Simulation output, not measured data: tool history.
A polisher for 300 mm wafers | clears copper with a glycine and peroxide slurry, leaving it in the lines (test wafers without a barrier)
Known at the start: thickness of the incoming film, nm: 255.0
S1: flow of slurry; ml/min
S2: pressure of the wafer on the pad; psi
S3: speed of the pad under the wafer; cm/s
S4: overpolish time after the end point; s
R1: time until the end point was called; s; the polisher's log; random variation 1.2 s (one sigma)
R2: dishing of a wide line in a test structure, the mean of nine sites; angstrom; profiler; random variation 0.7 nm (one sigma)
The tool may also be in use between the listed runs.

run    day   S1   S2  S3  S4      R1      R2
  1      0  250  1.9  84   8  78.652  219.91
  2  0.033  250  1.9  84   5  77.536  142.05
  3  0.133  250    2  86   6  77.797  179.49
  4  0.396  250  2.2  90   6  68.302  191.12
  5  0.433  250  2.2  90   4  69.096  125.78
  6  0.488  250  2.2  74   4      79  115.22

Forecast run 7:
  7  0.604  255  2.1  84   5   ?   ?

{"run 7": {"R1": 71.901, "R2": 147.31}}
